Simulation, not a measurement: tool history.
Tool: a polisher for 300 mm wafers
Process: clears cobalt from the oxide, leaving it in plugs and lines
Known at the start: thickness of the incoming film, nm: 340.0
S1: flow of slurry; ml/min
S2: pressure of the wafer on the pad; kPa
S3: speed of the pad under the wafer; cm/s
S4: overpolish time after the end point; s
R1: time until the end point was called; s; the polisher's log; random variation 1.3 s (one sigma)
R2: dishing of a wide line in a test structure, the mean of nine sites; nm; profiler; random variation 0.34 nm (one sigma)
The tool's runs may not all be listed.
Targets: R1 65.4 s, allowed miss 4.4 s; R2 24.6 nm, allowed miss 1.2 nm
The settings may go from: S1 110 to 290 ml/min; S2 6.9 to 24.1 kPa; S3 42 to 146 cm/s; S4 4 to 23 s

run 1 hour=0 | S1=185 S2=15.2 S3=94 S4=12 | R1=62.945 R2=35.794
run 2 hour=8.1 | S1=185 S2=15.2 S3=84 S4=12 | R1=68.979 R2=32.95
run 3 hour=12.3 | S1=185 S2=15.2 S3=84 S4=14 | R1=66.729 R2=36.32
run 4 hour=16.6 | S1=185 S2=16.5 S3=80 S4=11 | R1=63.963 R2=33.257
run 5 hour=21.6 | S1=190 S2=16.5 S3=78 S4=9 | R1=63.953 R2=29.087
run 6 hour=26.1 | S1=190 S2=16.5 S3=78 S4=11 | R1=65.125 R2=32.802
run 7 hour=31.2 | S1=190 S2=16.5 S3=78 S4=9 | R1=65.354 R2=28.282
run 8 hour=33.3 | S1=190 S2=16.5 S3=78 S4=8 | R1=67.054 R2=26.857

Which of these 5 next moves meets every target?
run A hour=35.4 | S1=205 S2=17.9 S3=84 S4=6 | R1=? R2=?
run B hour=35.4 | S1=210 S2=14.5 S3=108 S4=7 | R1=? R2=?
run C hour=35.4 | S1=220 S2=15.9 S3=80 S4=7 | R1=? R2=?
run D hour=35.4 | S1=170 S2=23.4 S3=70 S4=7 | R1=? R2=?
run E hour=35.4 | S1=190 S2=17.9 S3=72 S4=8 | R1=? R2=?

move=A R1=56.034 R2=25.105
move=B R1=54.268 R2=28.509
move=C R1=65.067 R2=25.207
move=D R1=52.577 R2=29.095
move=E R1=64.992 R2=27.659
A: brings the result that was furthest off to its target, and leaves another outside
B: further off than the last run
C: meets every target
D: further off than the last run
E: further off than the last run
Answer: C

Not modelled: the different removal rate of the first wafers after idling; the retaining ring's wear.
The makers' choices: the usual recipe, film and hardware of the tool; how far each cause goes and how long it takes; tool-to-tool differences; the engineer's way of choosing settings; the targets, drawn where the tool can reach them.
